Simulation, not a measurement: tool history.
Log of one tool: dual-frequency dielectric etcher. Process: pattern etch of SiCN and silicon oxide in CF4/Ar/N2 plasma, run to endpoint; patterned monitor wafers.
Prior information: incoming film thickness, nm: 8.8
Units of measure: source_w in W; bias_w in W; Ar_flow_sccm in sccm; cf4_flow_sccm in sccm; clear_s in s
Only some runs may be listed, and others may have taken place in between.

Run 1, hour 0.0: source_w 510 W, bias_w 83 W, Ar_flow_sccm 82 sccm, cf4_flow_sccm 63 sccm. Result: clear_s 8.0714 s.
Run 2, hour 5.9: source_w 510 W, bias_w 83 W, Ar_flow_sccm 95 sccm, cf4_flow_sccm 63 sccm. Result: clear_s 8.1610 s.
Run 3, hour 11.3: source_w 510 W, bias_w 83 W, Ar_flow_sccm 95 sccm, cf4_flow_sccm 68 sccm. Result: clear_s 8.0650 s.
Run 4, hour 17.6: source_w 540 W, bias_w 84 W, Ar_flow_sccm 95 sccm, cf4_flow_sccm 68 sccm. Result: clear_s 7.7749 s.
Run 5, hour 18.9: source_w 570 W, bias_w 85 W, Ar_flow_sccm 95 sccm, cf4_flow_sccm 68 sccm. Result: clear_s 7.2621 s.
Run 6, hour 21.3: source_w 570 W, bias_w 85 W, Ar_flow_sccm 95 sccm, cf4_flow_sccm 62 sccm. Result: clear_s 7.4259 s.
Run 7, hour 24.1: source_w 590 W, bias_w 85 W, Ar_flow_sccm 95 sccm, cf4_flow_sccm 62 sccm. Result: clear_s 7.2969 s.

Run 8, settings as shown, results not yet in. Your forecast:
Run 8, hour 27.0: source_w 600 W, bias_w 85 W, Ar_flow_sccm 95 sccm, cf4_flow_sccm 62 sccm. Result: clear_s ?.

clear_s: 7.1410 s
